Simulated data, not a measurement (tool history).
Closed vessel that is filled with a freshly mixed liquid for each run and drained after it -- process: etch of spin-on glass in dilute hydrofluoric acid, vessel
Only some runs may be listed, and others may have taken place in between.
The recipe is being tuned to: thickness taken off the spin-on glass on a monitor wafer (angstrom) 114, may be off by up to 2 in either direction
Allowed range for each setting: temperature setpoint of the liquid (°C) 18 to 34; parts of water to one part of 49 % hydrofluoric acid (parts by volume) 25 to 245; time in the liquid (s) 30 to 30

| run | hour | temperature setpoint of the liquid (°C) | parts of water to one part of 49 % hydrofluoric acid (parts by volume) | time in the liquid (s) | thickness taken off the spin-on glass on a monitor wafer (angstrom) |
|---|---|---|---|---|---|
| 1 | 0 | 26 | 135 | 30 | 128.35 |
| 2 | 4.7 | 29 | 135 | 30 | 143.97 |
| 3 | 8.8 | 28.5 | 135 | 30 | 141.05 |
| 4 | 12.7 | 28 | 135 | 30 | 137.26 |
| 5 | 16.6 | 28 | 105 | 30 | 185.55 |
| 6 | 19.6 | 27 | 105 | 30 | 177.47 |
| 7 | 27.2 | 26 | 105 | 30 | 171.75 |
| 8 | 29.4 | 25 | 105 | 30 | 165.04 |
| 9 | 35.9 | 24 | 105 | 30 | 158.37 |
| 10 | 42.4 | 23.5 | 105 | 30 | 155.81 |
| 11 | 51.4 | 23 | 105 | 30 | 152.18 |
| 12 | 54.6 | 23 | 105 | 30 | 153.18 |
| 13 | 59.1 | 23 | 105 | 30 | 152.64 |
| 14 | 63.8 | 22.5 | 105 | 30 | 149.92 |
| 15 | 71.6 | 22 | 105 | 30 | 146.3 |
| 16 | 75.5 | 21.5 | 105 | 30 | 143.09 |
| 17 | 80.8 | 21 | 105 | 30 | 141.54 |
| 18 | 89.7 | 20.5 | 105 | 30 | 137.32 |

Below are 4 possible settings for the next run. Only one of them brings all results inside the allowed miss of their targets. Which is it?
| A | 98.6 | 20.5 | 120 | 30 | ? |
| B | 98.6 | 23 | 135 | 30 | ? |
| C | 98.6 | 19.5 | 135 | 30 | ? |
| D | 98.6 | 18 | 125 | 30 | ? |

| move | thickness taken off the spin-on glass on a monitor wafer (angstrom) |
|---|---|
| A | 118.89 |
| B | 114.77 |
| C | 99.882 |
| D | 102.53 |
A: moves toward the targets from the last run without getting all of them in spec
B: meets every target
C: carries the result that was furthest off beyond its target, to the other side
D: carries the result that was furthest off beyond its target, to the other side
Correct choice: B, which meets every target

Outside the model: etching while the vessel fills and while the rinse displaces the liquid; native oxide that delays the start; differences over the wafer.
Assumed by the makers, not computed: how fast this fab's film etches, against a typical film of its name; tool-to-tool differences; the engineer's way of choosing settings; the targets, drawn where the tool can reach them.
